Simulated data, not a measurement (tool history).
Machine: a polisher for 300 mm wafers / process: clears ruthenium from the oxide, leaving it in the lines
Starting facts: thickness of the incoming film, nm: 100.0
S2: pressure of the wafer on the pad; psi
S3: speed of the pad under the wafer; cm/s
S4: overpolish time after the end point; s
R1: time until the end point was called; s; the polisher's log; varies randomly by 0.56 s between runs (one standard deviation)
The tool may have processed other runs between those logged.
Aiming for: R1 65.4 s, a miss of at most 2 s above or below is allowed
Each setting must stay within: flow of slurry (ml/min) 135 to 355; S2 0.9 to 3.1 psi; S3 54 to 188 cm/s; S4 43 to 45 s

{"run": 1, "day": 0.0, "flow of slurry (ml/min)": 225, "S2": 2, "S3": 120, "S4": 43, "R1": 83.227}
{"run": 2, "day": 0.362, "flow of slurry (ml/min)": 225, "S2": 2, "S3": 138, "S4": 43, "R1": 72.559}
{"run": 3, "day": 0.608, "flow of slurry (ml/min)": 235, "S2": 2.1, "S3": 138, "S4": 43, "R1": 69.683}
{"run": 4, "day": 0.658, "flow of slurry (ml/min)": 235, "S2": 2.1, "S3": 138, "S4": 45, "R1": 69.802}
{"run": 5, "day": 0.788, "flow of slurry (ml/min)": 235, "S2": 2.1, "S3": 114, "S4": 45, "R1": 84.858}
{"run": 6, "day": 0.875, "flow of slurry (ml/min)": 235, "S2": 1.6, "S3": 114, "S4": 45, "R1": 104.13}
{"run": 7, "day": 1.088, "flow of slurry (ml/min)": 235, "S2": 1.8, "S3": 114, "S4": 45, "R1": 95.001}
{"run": 8, "day": 1.183, "flow of slurry (ml/min)": 235, "S2": 1.9, "S3": 114, "S4": 45, "R1": 91.254}
{"run": 9, "day": 1.238, "flow of slurry (ml/min)": 250, "S2": 2.5, "S3": 116, "S4": 45, "R1": 71.353}
{"run": 10, "day": 1.562, "flow of slurry (ml/min)": 250, "S2": 2.6, "S3": 116, "S4": 45, "R1": 69.152}
{"run": 11, "day": 1.775, "flow of slurry (ml/min)": 250, "S2": 2.7, "S3": 116, "S4": 45, "R1": 67.538}

Which of these 4 next moves meets every target?
{"run": "A", "day": 1.988, "flow of slurry (ml/min)": 195, "S2": 2.5, "S3": 138, "S4": 45, "R1": "?"}
{"run": "B", "day": 1.988, "flow of slurry (ml/min)": 220, "S2": 2.6, "S3": 112, "S4": 45, "R1": "?"}
{"run": "C", "day": 1.988, "flow of slurry (ml/min)": 235, "S2": 2.9, "S3": 120, "S4": 44, "R1": "?"}
{"run": "D", "day": 1.988, "flow of slurry (ml/min)": 195, "S2": 2.7, "S3": 124, "S4": 43, "R1": "?"}

move=A R1=61.571
move=B R1=72.342
move=C R1=61.703
move=D R1=64.326
A: the result that was furthest off in the last run now lies on the other side of its target
B: further off than the last run
C: the result that was furthest off in the last run now lies on the other side of its target
D: hits every target within its allowed miss
D meets every target.
